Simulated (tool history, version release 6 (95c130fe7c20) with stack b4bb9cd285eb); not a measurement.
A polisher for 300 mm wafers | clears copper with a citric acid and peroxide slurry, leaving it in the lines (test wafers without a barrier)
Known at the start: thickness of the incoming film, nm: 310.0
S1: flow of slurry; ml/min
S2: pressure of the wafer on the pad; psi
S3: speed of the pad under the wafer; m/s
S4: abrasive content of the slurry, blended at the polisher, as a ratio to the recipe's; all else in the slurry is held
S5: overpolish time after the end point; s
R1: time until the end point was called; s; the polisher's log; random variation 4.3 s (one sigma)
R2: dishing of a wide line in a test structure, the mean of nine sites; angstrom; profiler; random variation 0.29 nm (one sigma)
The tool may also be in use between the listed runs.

{"run": 1, "hour": 0.0, "S1": 310, "S2": 3.1, "S3": 0.9, "S4": 1, "S5": 18, "R1": 127.49, "R2": 283.58}
{"run": 2, "hour": 7.3, "S1": 310, "S2": 3.1, "S3": 0.9, "S4": 1, "S5": 11, "R1": 128.66, "R2": 197.82}
{"run": 3, "hour": 12.1, "S1": 310, "S2": 3.1, "S3": 0.9, "S4": 0.9, "S5": 11, "R1": 127.86, "R2": 189.11}
{"run": 4, "hour": 19.5, "S1": 310, "S2": 3.4, "S3": 0.9, "S4": 0.9, "S5": 11, "R1": 114.65, "R2": 208.91}
{"run": 5, "hour": 25.9, "S1": 310, "S2": 3.4, "S3": 0.72, "S4": 0.9, "S5": 11, "R1": 146.89, "R2": 181.24}
{"run": 6, "hour": 31.6, "S1": 310, "S2": 2.9, "S3": 0.72, "S4": 0.9, "S5": 11, "R1": 164.85, "R2": 149.4}
{"run": 7, "hour": 39.7, "S1": 310, "S2": 2.8, "S3": 0.7, "S4": 0.95, "S5": 12, "R1": 173.43, "R2": 157}
{"run": 8, "hour": 48.2, "S1": 310, "S2": 2.8, "S3": 0.7, "S4": 0.95, "S5": 12, "R1": 171.25, "R2": 154.83}
{"run": 9, "hour": 53.8, "S1": 310, "S2": 2.7, "S3": 0.68, "S4": 1, "S5": 13, "R1": 190.73, "R2": 158.34}
{"run": 10, "hour": 55.2, "S1": 310, "S2": 2.6, "S3": 0.68, "S4": 1, "S5": 13, "R1": 198.1, "R2": 152.82}
{"run": 11, "hour": 62.6, "S1": 305, "S2": 2.5, "S3": 0.68, "S4": 1.05, "S5": 14, "R1": 199.3, "R2": 163.91}

Run 12 comes next. What will it give?
{"run": 12, "hour": 71.6, "S1": 305, "S2": 2.1, "S3": 0.66, "S4": 1.05, "S5": 15, "R1": "?", "R2": "?"}

{"run 12": {"R1": 238.79, "R2": 139.23}}
